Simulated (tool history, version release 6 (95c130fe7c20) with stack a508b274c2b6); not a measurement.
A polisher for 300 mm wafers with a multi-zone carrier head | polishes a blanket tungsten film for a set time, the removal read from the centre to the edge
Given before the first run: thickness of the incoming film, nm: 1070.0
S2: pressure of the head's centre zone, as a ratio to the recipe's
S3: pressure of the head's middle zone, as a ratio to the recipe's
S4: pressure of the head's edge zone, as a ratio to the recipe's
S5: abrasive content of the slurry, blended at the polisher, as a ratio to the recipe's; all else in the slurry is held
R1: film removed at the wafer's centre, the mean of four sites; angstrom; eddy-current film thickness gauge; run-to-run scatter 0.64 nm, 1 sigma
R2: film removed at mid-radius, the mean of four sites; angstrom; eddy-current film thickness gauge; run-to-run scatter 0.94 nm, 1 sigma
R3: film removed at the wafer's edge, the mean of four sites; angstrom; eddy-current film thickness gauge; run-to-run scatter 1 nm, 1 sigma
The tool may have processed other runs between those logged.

run 1 hour=0.0 | flow_of_slurry_(ml/min)=240 S2=1.00 S3=1.00 S4=1.00 S5=1.00 polishing_time_(s)=30 | R1=2037.8 R2=2073.1 R3=1958.1
run 2 hour=6.2 | flow_of_slurry_(ml/min)=240 S2=1.00 S3=0.94 S4=1.00 S5=1.00 polishing_time_(s)=30 | R1=2038.7 R2=1980.5 R3=2015.4
run 3 hour=9.4 | flow_of_slurry_(ml/min)=225 S2=0.95 S3=0.91 S4=0.97 S5=0.85 polishing_time_(s)=27 | R1=1682.5 R2=1653.6 R3=1721.0
run 4 hour=10.4 | flow_of_slurry_(ml/min)=225 S2=0.95 S3=0.94 S4=0.97 S5=0.85 polishing_time_(s)=27 | R1=1681.7 R2=1695.8 R3=1708.5
run 5 hour=17.8 | flow_of_slurry_(ml/min)=210 S2=0.91 S3=0.92 S4=0.97 S5=0.75 polishing_time_(s)=25 | R1=1458.2 R2=1526.1 R3=1562.8
run 6 hour=24.5 | flow_of_slurry_(ml/min)=210 S2=0.91 S3=1.00 S4=0.97 S5=0.75 polishing_time_(s)=25 | R1=1440.0 R2=1622.6 R3=1553.0
run 7 hour=29.2 | flow_of_slurry_(ml/min)=200 S2=0.88 S3=0.96 S4=0.96 S5=0.65 polishing_time_(s)=24 | R1=1313.4 R2=1497.5 R3=1444.7
run 8 hour=34.5 | flow_of_slurry_(ml/min)=190 S2=0.86 S3=0.92 S4=0.96 S5=0.60 polishing_time_(s)=23 | R1=1211.0 R2=1337.3 R3=1357.1
run 9 hour=42.3 | flow_of_slurry_(ml/min)=180 S2=0.84 S3=0.90 S4=0.96 S5=0.55 polishing_time_(s)=23 | R1=1154.9 R2=1286.9 R3=1351.5
run 10 hour=49.0 | flow_of_slurry_(ml/min)=175 S2=0.83 S3=0.88 S4=0.94 S5=0.55 polishing_time_(s)=23 | R1=1134.5 R2=1275.6 R3=1340.8
run 11 hour=57.2 | flow_of_slurry_(ml/min)=170 S2=0.83 S3=0.86 S4=0.93 S5=0.55 polishing_time_(s)=23 | R1=1124.2 R2=1207.1 R3=1310.8
run 12 hour=62.9 | flow_of_slurry_(ml/min)=165 S2=0.82 S3=0.86 S4=0.92 S5=0.55 polishing_time_(s)=23 | R1=1106.2 R2=1222.8 R3=1310.4
run 13 hour=64.8 | flow_of_slurry_(ml/min)=160 S2=0.82 S3=0.85 S4=0.91 S5=0.55 polishing_time_(s)=23 | R1=1097.9 R2=1203.4 R3=1304.3

Run 14 has not been measured yet. What should we expect?
run 14 hour=73.2 | flow_of_slurry_(ml/min)=155 S2=0.82 S3=0.84 S4=0.90 S5=0.55 polishing_time_(s)=23 | R1=? R2=? R3=?

{"run 14": {"R1": 1092.4, "R2": 1173.9, "R3": 1274.3}}
